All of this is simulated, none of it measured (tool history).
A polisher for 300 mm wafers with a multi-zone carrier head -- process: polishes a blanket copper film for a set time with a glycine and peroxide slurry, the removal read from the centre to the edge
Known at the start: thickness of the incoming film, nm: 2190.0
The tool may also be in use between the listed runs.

run	day	flow of slurry (ml/min)	pressure of the head's centre zone	pressure of the head's middle zone	pressure of the head's edge zone	polishing time (s)	film removed at the wafer's centre (angstrom)	film removed at mid-radius (angstrom)	film removed at the wafer's edge (angstrom)
1	0.000	155	1.00	1.00	1.00	46	2859.9	2969.5	2906.8
2	0.162	155	1.00	0.94	1.00	46	2896.4	2805.0	2896.3
3	0.304	165	1.02	0.96	1.00	47	2946.7	2921.3	2954.8
4	0.546	165	1.04	0.97	0.98	49	3111.1	3033.2	3079.9
5	0.742	150	1.04	0.97	0.98	49	3120.0	3023.2	3051.6
6	0.921	145	1.06	0.99	0.96	51	3300.7	3129.1	3099.8
7	0.971	145	1.07	1.01	0.95	53	3524.1	3350.2	3208.8
8	1.338	145	1.08	1.03	0.95	54	3528.6	3475.6	3263.5
9	1.367	145	1.09	1.04	0.94	55	3595.6	3550.7	3343.2
10	1.462	145	1.10	1.05	0.92	56	3719.1	3717.3	3310.9
11	1.767	150	1.11	1.05	0.92	57	3876.5	3736.8	3396.6
12	2.054	155	1.12	1.06	0.92	58	3974.6	3866.8	3541.1

For run 13, what comes out?
13	2.158	160	1.13	1.07	0.91	59	?	?	?

{"run 13": {"film removed at the wafer's centre (angstrom)": 4128.7, "film removed at mid-radius (angstrom)": 3988.6, "film removed at the wafer's edge (angstrom)": 3588.3}}
